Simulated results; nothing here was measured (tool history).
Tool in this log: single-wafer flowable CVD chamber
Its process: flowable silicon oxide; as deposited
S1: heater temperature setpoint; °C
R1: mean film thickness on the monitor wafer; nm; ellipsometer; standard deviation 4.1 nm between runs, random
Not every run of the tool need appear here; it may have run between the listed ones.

{"run": 1, "hour": 0.0, "S1": 105, "chamber pressure (Torr)": 0.952, "RF power (kW)": 1.68, "deposition time (s)": 760, "R1": 521.32}
{"run": 2, "hour": 7.4, "S1": 105, "chamber pressure (Torr)": 1.013, "RF power (kW)": 1.68, "deposition time (s)": 760, "R1": 543.31}
{"run": 3, "hour": 12.0, "S1": 105, "chamber pressure (Torr)": 1.013, "RF power (kW)": 1.48, "deposition time (s)": 760, "R1": 528.64}
{"run": 4, "hour": 18.0, "S1": 105, "chamber pressure (Torr)": 1.013, "RF power (kW)": 1.48, "deposition time (s)": 760, "R1": 529.79}
{"run": 5, "hour": 21.1, "S1": 105, "chamber pressure (Torr)": 0.955, "RF power (kW)": 1.48, "deposition time (s)": 760, "R1": 505.76}
{"run": 6, "hour": 29.2, "S1": 102, "chamber pressure (Torr)": 0.956, "RF power (kW)": 1.48, "deposition time (s)": 760, "R1": 568.36}
{"run": 7, "hour": 30.2, "S1": 100, "chamber pressure (Torr)": 0.957, "RF power (kW)": 1.48, "deposition time (s)": 760, "R1": 613.58}

For run 8, what comes out?
{"run": 8, "hour": 35.9, "S1": 98, "chamber pressure (Torr)": 0.958, "RF power (kW)": 1.48, "deposition time (s)": 760, "R1": "?"}

R1: 662.82 nm
